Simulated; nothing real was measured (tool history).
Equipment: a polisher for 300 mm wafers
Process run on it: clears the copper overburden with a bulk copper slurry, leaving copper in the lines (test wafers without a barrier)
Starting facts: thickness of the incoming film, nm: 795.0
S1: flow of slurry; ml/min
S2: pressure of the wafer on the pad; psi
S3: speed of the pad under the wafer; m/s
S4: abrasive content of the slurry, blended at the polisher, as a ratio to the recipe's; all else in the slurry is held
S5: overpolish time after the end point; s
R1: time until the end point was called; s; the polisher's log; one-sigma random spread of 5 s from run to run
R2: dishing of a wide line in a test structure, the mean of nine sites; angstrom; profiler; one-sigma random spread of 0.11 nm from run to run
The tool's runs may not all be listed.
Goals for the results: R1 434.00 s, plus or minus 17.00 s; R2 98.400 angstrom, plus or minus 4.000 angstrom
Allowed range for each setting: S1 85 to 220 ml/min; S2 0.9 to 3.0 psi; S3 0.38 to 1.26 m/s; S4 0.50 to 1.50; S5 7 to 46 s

Run 1, hour 0.0: S1 140 ml/min, S2 1.9 psi, S3 0.82 m/s, S4 1.00, S5 24 s. Result: R1 206.40 s, R2 203.740 angstrom.
Run 2, hour 5.7: S1 140 ml/min, S2 1.7 psi, S3 0.82 m/s, S4 1.00, S5 24 s. Result: R1 231.05 s, R2 200.730 angstrom.
Run 3, hour 7.2: S1 140 ml/min, S2 1.3 psi, S3 0.82 m/s, S4 1.00, S5 24 s. Result: R1 291.66 s, R2 193.010 angstrom.
Run 4, hour 10.9: S1 140 ml/min, S2 1.2 psi, S3 0.76 m/s, S4 1.05, S5 18 s. Result: R1 327.99 s, R2 171.560 angstrom.
Run 5, hour 15.4: S1 140 ml/min, S2 1.2 psi, S3 0.76 m/s, S4 1.05, S5 10 s. Result: R1 317.77 s, R2 135.780 angstrom.
Run 6, hour 19.9: S1 120 ml/min, S2 1.2 psi, S3 0.76 m/s, S4 1.05, S5 10 s. Result: R1 322.42 s, R2 136.610 angstrom.
Run 7, hour 25.3: S1 110 ml/min, S2 1.1 psi, S3 0.70 m/s, S4 1.20, S5 9 s. Result: R1 369.52 s, R2 117.860 angstrom.
Run 8, hour 31.2: S1 90 ml/min, S2 0.9 psi, S3 0.66 m/s, S4 1.45, S5 7 s. Result: R1 458.68 s, R2 86.339 angstrom.
Run 9, hour 39.3: S1 100 ml/min, S2 0.9 psi, S3 0.66 m/s, S4 1.45, S5 7 s. Result: R1 446.90 s, R2 85.727 angstrom.
Run 10, hour 46.7: S1 100 ml/min, S2 0.9 psi, S3 0.66 m/s, S4 1.45, S5 7 s. Result: R1 448.23 s, R2 86.427 angstrom.
Run 11, hour 49.8: S1 105 ml/min, S2 1.1 psi, S3 0.62 m/s, S4 1.45, S5 18 s. Result: R1 407.95 s, R2 158.600 angstrom.
Run 12, hour 57.1: S1 100 ml/min, S2 1.0 psi, S3 0.64 m/s, S4 1.45, S5 15 s. Result: R1 425.01 s, R2 140.930 angstrom.
Run 13, hour 64.9: S1 100 ml/min, S2 1.0 psi, S3 0.66 m/s, S4 1.45, S5 13 s. Result: R1 413.80 s, R2 136.830 angstrom.
At hour 68.6: worn pad replaced by a new one.
Run 14, hour 68.6: S1 120 ml/min, S2 1.0 psi, S3 0.62 m/s, S4 1.40, S5 12 s. Result: R1 390.89 s, R2 132.810 angstrom.
Run 15, hour 76.4: S1 110 ml/min, S2 1.0 psi, S3 0.68 m/s, S4 1.40, S5 12 s. Result: R1 370.96 s, R2 139.140 angstrom.
Run 16, hour 79.7: S1 105 ml/min, S2 1.0 psi, S3 0.66 m/s, S4 1.40, S5 11 s. Result: R1 376.81 s, R2 129.460 angstrom.
Run 17, hour 86.6: S1 100 ml/min, S2 1.0 psi, S3 0.66 m/s, S4 1.35, S5 10 s. Result: R1 382.99 s, R2 120.270 angstrom.
Run 18, hour 90.8: S1 115 ml/min, S2 1.0 psi, S3 0.70 m/s, S4 1.40, S5 10 s. Result: R1 357.60 s, R2 127.250 angstrom.
Run 19, hour 94.2: S1 105 ml/min, S2 1.0 psi, S3 0.70 m/s, S4 1.40, S5 10 s. Result: R1 360.11 s, R2 125.940 angstrom.
Run 20, hour 98.5: S1 100 ml/min, S2 1.0 psi, S3 0.68 m/s, S4 1.40, S5 9 s. Result: R1 367.98 s, R2 115.460 angstrom.
Run 21, hour 101.7: S1 100 ml/min, S2 1.0 psi, S3 0.66 m/s, S4 1.40, S5 8 s. Result: R1 373.95 s, R2 105.210 angstrom.

Next run, 5 choices. One meets every target within its allowed miss, the rest don't. Which?
Run A, hour 104.9: S1 115 ml/min, S2 1.2 psi, S3 0.48 m/s, S4 1.50, S5 10 s. Result: R1 ?, R2 ?.
Run B, hour 104.9: S1 115 ml/min, S2 1.4 psi, S3 0.44 m/s, S4 1.25, S5 8 s. Result: R1 ?, R2 ?.
Run C, hour 104.9: S1 100 ml/min, S2 0.9 psi, S3 0.54 m/s, S4 1.45, S5 11 s. Result: R1 ?, R2 ?.
Run D, hour 104.9: S1 95 ml/min, S2 1.0 psi, S3 0.66 m/s, S4 1.35, S5 7 s. Result: R1 ?, R2 ?.
Run E, hour 104.9: S1 90 ml/min, S2 1.1 psi, S3 0.70 m/s, S4 1.50, S5 7 s. Result: R1 ?, R2 ?.

move      R1       R2
   A  440.78  112.600
   B  441.85   97.070
   C  496.73  109.980
   D  390.42   95.680
   E  340.75  105.280
A: brings the result that was furthest off to its target, and leaves another outside
B: in spec on every target
C: the result that was furthest off in the last run now lies on the other side of its target
D: closes in on the targets versus the last run, not all within tolerance yet
E: lands further from the targets than the last run did
B meets every target.

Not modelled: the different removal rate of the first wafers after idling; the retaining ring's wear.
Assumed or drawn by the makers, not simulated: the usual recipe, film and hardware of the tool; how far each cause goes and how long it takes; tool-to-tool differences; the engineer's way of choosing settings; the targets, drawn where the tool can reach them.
